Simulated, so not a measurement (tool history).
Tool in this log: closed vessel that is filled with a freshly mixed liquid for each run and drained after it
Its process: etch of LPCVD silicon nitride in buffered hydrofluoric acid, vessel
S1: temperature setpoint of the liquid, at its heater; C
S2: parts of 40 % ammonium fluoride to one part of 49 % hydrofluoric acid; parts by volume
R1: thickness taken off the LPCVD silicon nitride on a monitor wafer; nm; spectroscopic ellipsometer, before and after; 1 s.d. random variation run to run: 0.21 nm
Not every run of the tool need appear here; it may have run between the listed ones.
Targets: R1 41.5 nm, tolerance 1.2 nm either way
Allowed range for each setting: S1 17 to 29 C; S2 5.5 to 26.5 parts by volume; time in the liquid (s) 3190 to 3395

run 1 hour=0 | S1=21 S2=16 time_in_the_liquid_(s)=3190 | R1=27.025
run 2 hour=9.2 | S1=21 S2=16 time_in_the_liquid_(s)=3190 | R1=26.646
run 3 hour=19 | S1=23.5 S2=16 time_in_the_liquid_(s)=3190 | R1=30.741
run 4 hour=27.4 | S1=23.5 S2=16 time_in_the_liquid_(s)=3395 | R1=32.788
run 5 hour=34.2 | S1=25 S2=16 time_in_the_liquid_(s)=3395 | R1=35.631
run 6 hour=41.7 | S1=26 S2=16 time_in_the_liquid_(s)=3395 | R1=37.251
run 7 hour=47.3 | S1=26.5 S2=16 time_in_the_liquid_(s)=3395 | R1=38.03
run 8 hour=49.3 | S1=27 S2=16 time_in_the_liquid_(s)=3395 | R1=39.74

5 candidate next runs follow, results not yet known. Just one meets every target within its allowed miss. Identify it.
run A hour=51.3 | S1=29 S2=15.5 time_in_the_liquid_(s)=3360 | R1=?
run B hour=51.3 | S1=28 S2=14.5 time_in_the_liquid_(s)=3395 | R1=?
run C hour=51.3 | S1=25 S2=13.5 time_in_the_liquid_(s)=3395 | R1=?
run D hour=51.3 | S1=28.5 S2=18 time_in_the_liquid_(s)=3260 | R1=?
run E hour=51.3 | S1=29 S2=15 time_in_the_liquid_(s)=3260 | R1=?

move=A R1=45.056
move=B R1=46.09
move=C R1=42.075
move=D R1=36.755
move=E R1=45.144
A: pushes the last run's worst result past its target
B: pushes the last run's worst result past its target
C: meets every target
D: its largest miss is bigger than the last run's
E: pushes the last run's worst result past its target
Go with C: it meets all targets.
